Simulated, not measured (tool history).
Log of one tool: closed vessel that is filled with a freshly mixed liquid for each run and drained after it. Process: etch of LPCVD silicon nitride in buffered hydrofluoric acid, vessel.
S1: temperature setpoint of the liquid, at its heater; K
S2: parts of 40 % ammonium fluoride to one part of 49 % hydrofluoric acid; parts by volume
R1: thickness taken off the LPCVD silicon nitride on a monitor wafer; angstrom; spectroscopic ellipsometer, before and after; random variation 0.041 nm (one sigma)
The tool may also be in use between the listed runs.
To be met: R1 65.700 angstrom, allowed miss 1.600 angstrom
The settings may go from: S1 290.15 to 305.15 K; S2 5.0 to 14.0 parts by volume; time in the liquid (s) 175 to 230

{"run": 1, "hour": 0.0, "S1": 297.15, "S2": 8.5, "time in the liquid (s)": 230, "R1": 40.223}
{"run": 2, "hour": 2.0, "S1": 298.65, "S2": 8.5, "time in the liquid (s)": 230, "R1": 43.887}
{"run": 3, "hour": 5.7, "S1": 298.65, "S2": 8.5, "time in the liquid (s)": 230, "R1": 44.388}
{"run": 4, "hour": 15.0, "S1": 300.65, "S2": 8.5, "time in the liquid (s)": 230, "R1": 47.906}
{"run": 5, "hour": 21.6, "S1": 302.15, "S2": 8.0, "time in the liquid (s)": 230, "R1": 56.36}
{"run": 6, "hour": 29.9, "S1": 303.15, "S2": 8.0, "time in the liquid (s)": 230, "R1": 58.707}
{"run": 7, "hour": 36.2, "S1": 303.65, "S2": 8.0, "time in the liquid (s)": 230, "R1": 60.809}
{"run": 8, "hour": 43.7, "S1": 304.15, "S2": 8.0, "time in the liquid (s)": 230, "R1": 62.329}

Which of these 4 next moves meets every target?
{"run": "A", "hour": 51.2, "S1": 304.65, "S2": 7.5, "time in the liquid (s)": 220, "R1": "?"}
{"run": "B", "hour": 51.2, "S1": 305.15, "S2": 7.0, "time in the liquid (s)": 185, "R1": "?"}
{"run": "C", "hour": 51.2, "S1": 305.15, "S2": 7.5, "time in the liquid (s)": 185, "R1": "?"}
{"run": "D", "hour": 51.2, "S1": 305.15, "S2": 8.0, "time in the liquid (s)": 220, "R1": "?"}

move=A R1=65.366
move=B R1=60.760
move=C R1=56.408
move=D R1=62.565
A: meets every target
B: further off than the last run
C: further off than the last run
D: nearer than the last run, and not there yet
Move A is the one to make.

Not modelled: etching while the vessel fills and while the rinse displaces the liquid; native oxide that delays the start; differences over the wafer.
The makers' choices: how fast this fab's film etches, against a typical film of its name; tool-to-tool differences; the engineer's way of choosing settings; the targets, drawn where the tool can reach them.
